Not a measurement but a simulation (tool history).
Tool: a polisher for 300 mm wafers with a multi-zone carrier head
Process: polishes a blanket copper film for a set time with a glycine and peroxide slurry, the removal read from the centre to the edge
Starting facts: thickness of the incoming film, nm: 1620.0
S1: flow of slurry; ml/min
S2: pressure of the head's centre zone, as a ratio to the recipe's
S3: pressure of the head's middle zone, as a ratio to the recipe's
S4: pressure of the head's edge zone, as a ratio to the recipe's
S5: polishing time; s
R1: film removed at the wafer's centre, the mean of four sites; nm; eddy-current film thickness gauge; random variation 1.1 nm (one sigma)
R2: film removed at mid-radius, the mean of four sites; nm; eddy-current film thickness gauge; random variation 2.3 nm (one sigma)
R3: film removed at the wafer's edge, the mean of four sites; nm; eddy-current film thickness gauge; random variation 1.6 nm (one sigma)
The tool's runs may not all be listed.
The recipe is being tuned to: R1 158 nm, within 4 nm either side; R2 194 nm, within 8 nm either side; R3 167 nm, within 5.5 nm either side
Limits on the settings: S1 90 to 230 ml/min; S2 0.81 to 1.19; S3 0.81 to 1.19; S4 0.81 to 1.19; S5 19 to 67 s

run,hour,S1,S2,S3,S4,S5,R1,R2,R3
1,0,150,1,1,1,43,153.31,151.35,151.95
2,5.6,150,1,1,1.03,43,153.65,149.97,154.13
3,8.5,150,1,1,1.03,50,176.94,177.03,175.94
4,15.7,145,0.99,1.01,1.02,50,174.4,180.63,175.38
5,18,145,0.99,1.08,1.02,50,174.21,182.52,174.1
6,24.3,140,0.98,1.09,1.01,50,170.53,189.4,172.82
7,33.4,135,0.98,1.09,1.01,50,171.43,185.32,174.09
8,38,135,0.97,1.1,1,50,166.88,186.65,170.21
9,44.8,135,0.97,1.11,1,50,168.48,183.89,173.86
10,46.4,135,0.96,1.12,0.98,50,166.2,192.72,167.48

Which of these 5 next moves meets every target?
A,48,120,0.88,1.19,0.99,50,?,?,?
B,48,130,0.9,1.15,0.92,51,?,?,?
C,48,125,0.9,1.13,1.02,48,?,?,?
D,48,125,1,1.09,0.97,51,?,?,?
E,48,100,1,1.15,0.89,53,?,?,?

move,R1,R2,R3
A,150.51,197.74,169.43
B,159.79,199.35,169.19
C,149.1,183.63,165.94
D,176.12,189.56,172.41
E,173.58,196.12,166.91
A: moves the result that the last run missed by most past its target, out the other side
B: every result lands within tolerance
C: moves the result that the last run missed by most past its target, out the other side
D: the biggest miss grows against the last run
E: the biggest miss grows against the last run
The move that meets every target is B.
